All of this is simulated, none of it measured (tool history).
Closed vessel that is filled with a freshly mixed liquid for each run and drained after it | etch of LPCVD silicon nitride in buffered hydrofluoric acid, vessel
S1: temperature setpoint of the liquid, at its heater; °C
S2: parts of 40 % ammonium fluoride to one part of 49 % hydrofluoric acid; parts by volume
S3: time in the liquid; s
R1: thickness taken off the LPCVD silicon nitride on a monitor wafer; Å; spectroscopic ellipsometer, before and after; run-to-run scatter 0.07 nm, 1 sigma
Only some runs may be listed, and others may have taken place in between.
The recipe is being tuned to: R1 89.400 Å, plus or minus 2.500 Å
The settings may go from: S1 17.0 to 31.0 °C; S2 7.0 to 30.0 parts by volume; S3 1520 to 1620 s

run,day,S1,S2,S3,R1
1,0.000,23.0,19.0,1520,101.890
2,0.325,23.0,14.5,1520,133.820
3,0.400,21.5,15.0,1520,117.670
4,0.762,18.5,15.0,1520,99.549
5,1.062,18.5,13.0,1520,115.310
6,1.317,18.5,8.5,1520,170.680
7,1.421,17.0,14.5,1520,96.177
8,1.612,17.0,15.0,1520,92.704
9,1.725,17.0,16.0,1520,85.068

Which of these 4 next moves meets every target?
A,1.838,17.5,16.5,1555,?
B,1.838,17.5,16.0,1615,?
C,1.838,17.0,15.0,1605,?
D,1.838,17.0,15.0,1585,?

move,R1
A,88.746
B,95.010
C,97.786
D,96.568
A: in spec on every target
B: moves the result that the last run missed by most past its target, out the other side
C: moves the result that the last run missed by most past its target, out the other side
D: moves the result that the last run missed by most past its target, out the other side
The right move is A.

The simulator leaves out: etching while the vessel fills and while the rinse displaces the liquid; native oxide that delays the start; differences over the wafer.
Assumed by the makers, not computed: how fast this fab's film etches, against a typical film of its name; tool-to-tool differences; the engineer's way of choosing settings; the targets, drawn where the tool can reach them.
